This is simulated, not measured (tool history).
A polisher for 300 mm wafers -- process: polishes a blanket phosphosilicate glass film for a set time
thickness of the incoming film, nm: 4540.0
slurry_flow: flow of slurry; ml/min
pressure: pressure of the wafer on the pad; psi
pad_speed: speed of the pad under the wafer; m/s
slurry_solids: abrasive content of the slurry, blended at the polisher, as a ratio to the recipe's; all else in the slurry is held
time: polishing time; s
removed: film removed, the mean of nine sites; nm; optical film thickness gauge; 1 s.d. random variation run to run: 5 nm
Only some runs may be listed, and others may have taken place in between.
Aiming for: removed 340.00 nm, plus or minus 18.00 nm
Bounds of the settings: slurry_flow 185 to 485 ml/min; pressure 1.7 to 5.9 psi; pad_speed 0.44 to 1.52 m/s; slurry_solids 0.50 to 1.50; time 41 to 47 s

run 1 hour=0.0 | slurry_flow=310 pressure=3.8 pad_speed=0.98 slurry_solids=1.00 time=47 | removed=538.62
run 2 hour=1.1 | slurry_flow=310 pressure=3.5 pad_speed=0.98 slurry_solids=1.00 time=47 | removed=486.32
run 3 hour=5.5 | slurry_flow=310 pressure=3.1 pad_speed=0.98 slurry_solids=1.00 time=47 | removed=418.14
run 4 hour=14.0 | slurry_flow=310 pressure=3.0 pad_speed=0.98 slurry_solids=1.00 time=47 | removed=414.66
run 5 hour=20.6 | slurry_flow=310 pressure=2.9 pad_speed=0.98 slurry_solids=1.00 time=47 | removed=407.73
run 6 hour=25.2 | slurry_flow=310 pressure=2.8 pad_speed=0.98 slurry_solids=1.00 time=47 | removed=389.19
run 7 hour=27.1 | slurry_flow=310 pressure=2.7 pad_speed=0.98 slurry_solids=1.00 time=47 | removed=380.01
run 8 hour=30.0 | slurry_flow=310 pressure=2.6 pad_speed=0.98 slurry_solids=1.00 time=47 | removed=360.11

Of the 4 settings listed for the next run, only one would bring every result within its allowed miss of target. Which one?
run A hour=32.9 | slurry_flow=290 pressure=2.7 pad_speed=0.94 slurry_solids=0.85 time=47 | removed=?
run B hour=32.9 | slurry_flow=375 pressure=3.1 pad_speed=0.80 slurry_solids=1.05 time=47 | removed=?
run C hour=32.9 | slurry_flow=335 pressure=2.9 pad_speed=1.04 slurry_solids=0.90 time=47 | removed=?
run D hour=32.9 | slurry_flow=315 pressure=2.8 pad_speed=1.06 slurry_solids=0.85 time=47 | removed=?

move=A removed=341.51
move=B removed=383.20
move=C removed=411.65
move=D removed=392.03
A: each result inside its tolerance
B: moves away from the targets compared with the last run
C: moves away from the targets compared with the last run
D: moves away from the targets compared with the last run
Move A is the one to make.

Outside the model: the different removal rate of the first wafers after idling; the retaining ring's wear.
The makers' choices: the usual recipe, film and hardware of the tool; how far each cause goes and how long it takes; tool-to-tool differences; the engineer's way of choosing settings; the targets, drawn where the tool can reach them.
